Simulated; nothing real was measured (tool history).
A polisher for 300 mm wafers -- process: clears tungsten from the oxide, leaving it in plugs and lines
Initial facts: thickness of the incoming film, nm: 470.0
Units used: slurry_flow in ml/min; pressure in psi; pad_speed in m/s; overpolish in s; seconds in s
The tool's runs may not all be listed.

| run | hour | slurry_flow | pressure | pad_speed | slurry_solids | overpolish | seconds |
|---|---|---|---|---|---|---|---|
| 1 | 0 | 190 | 3.8 | 1.32 | 1 | 5 | 60.35 |
| 2 | 2.8 | 190 | 3.8 | 1.32 | 1.1 | 5 | 59.699 |
| 3 | 3.7 | 190 | 3.8 | 1.32 | 0.95 | 5 | 60.782 |
| 4 | 8.5 | 150 | 3.8 | 1.32 | 0.95 | 5 | 63.888 |
| 5 | 12 | 155 | 4 | 1.32 | 0.95 | 5 | 59.667 |
| 6 | 13.4 | 155 | 4 | 1.06 | 0.95 | 5 | 75.381 |

Run 7 comes next. What will it give?
| 7 | 20.9 | 160 | 4.3 | 1.06 | 0.95 | 5 | ? |

Logged for run 7: seconds 67.815 s.

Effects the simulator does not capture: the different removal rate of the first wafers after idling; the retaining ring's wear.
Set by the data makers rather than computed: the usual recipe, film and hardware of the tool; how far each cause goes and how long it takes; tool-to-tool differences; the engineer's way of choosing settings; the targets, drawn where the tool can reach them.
